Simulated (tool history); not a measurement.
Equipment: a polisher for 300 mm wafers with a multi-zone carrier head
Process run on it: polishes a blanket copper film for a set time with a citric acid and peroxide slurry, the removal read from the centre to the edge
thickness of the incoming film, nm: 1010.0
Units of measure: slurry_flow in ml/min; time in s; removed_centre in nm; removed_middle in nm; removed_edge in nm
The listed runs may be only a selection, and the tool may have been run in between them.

| run | hour | slurry_flow | centre_zone | middle_zone | edge_zone | slurry_solids | time | removed_centre | removed_middle | removed_edge |
|---|---|---|---|---|---|---|---|---|---|---|
| 1 | 0 | 305 | 1 | 1 | 1 | 1 | 62 | 131.06 | 132.91 | 135.93 |
| 2 | 7.8 | 235 | 1 | 1 | 1 | 1 | 62 | 127.4 | 130.28 | 131.9 |
| 3 | 12.2 | 235 | 0.96 | 1 | 1 | 1 | 62 | 120.66 | 130.84 | 130.82 |
| 4 | 14.7 | 295 | 0.96 | 1 | 1 | 1 | 62 | 123.8 | 133.55 | 131.74 |
| 5 | 23.4 | 295 | 0.96 | 0.97 | 0.97 | 0.95 | 62 | 126.23 | 129.75 | 134.16 |
| 6 | 24.5 | 290 | 0.97 | 0.97 | 0.95 | 0.9 | 61 | 122.85 | 126.69 | 122.52 |
| 7 | 29.1 | 245 | 0.94 | 0.87 | 0.89 | 0.8 | 61 | 113.98 | 112.7 | 118.04 |
| 8 | 29.7 | 240 | 0.95 | 0.87 | 0.88 | 0.8 | 61 | 115.72 | 113.83 | 117.17 |

What does the tool deliver on the next run?
| 9 | 33.7 | 235 | 0.95 | 0.86 | 0.87 | 0.8 | 61 | ? | ? | ? |

For run 9 the tool returned removed_centre 115.48 nm, removed_middle 111.6 nm, removed_edge 118.44 nm.

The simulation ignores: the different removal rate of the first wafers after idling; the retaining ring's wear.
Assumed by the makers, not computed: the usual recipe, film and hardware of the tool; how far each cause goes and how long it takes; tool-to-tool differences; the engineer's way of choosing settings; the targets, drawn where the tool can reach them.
